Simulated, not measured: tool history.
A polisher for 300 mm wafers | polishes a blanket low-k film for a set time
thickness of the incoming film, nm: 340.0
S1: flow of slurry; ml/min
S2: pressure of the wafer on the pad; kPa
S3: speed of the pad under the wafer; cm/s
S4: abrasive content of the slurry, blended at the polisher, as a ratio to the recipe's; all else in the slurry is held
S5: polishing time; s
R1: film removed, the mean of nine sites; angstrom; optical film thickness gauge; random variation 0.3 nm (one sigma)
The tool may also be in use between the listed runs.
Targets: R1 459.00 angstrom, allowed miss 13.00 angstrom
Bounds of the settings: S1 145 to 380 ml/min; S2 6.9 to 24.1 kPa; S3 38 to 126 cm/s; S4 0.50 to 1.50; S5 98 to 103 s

run  hour   S1    S2  S3    S4  S5      R1
  1   0.0  245  15.2  82  1.00  98  402.05
  2   5.7  245  13.1  82  1.00  98  356.61
  3  10.0  245  13.1  82  1.15  98  380.56
  4  12.7  245  13.1  82  1.05  98  365.82
  5  20.5  250  13.8  82  1.05  98  380.25
  6  21.6  250  14.5  82  1.05  98  392.37
  7  22.8  250  15.2  82  1.05  98  414.24
  8  23.9  255  15.9  82  1.05  98  426.71
  9  25.4  255  16.5  82  1.05  98  445.09

4 next moves are on the table. One of them brings every result within its allowed miss. Which?
  A  26.9  195  16.5  86  0.90  100   ?
  B  26.9  265  18.6  76  1.15  100   ?
  C  26.9  270  17.2  66  1.50  101   ?
  D  26.9  245  15.9  90  1.05  100   ?

move      R1
   A  423.25
   B  503.17
   C  484.61
   D  467.28
A: further off than the last run
B: takes the result that was furthest off past its target
C: takes the result that was furthest off past its target
D: meets every target
Answer: D
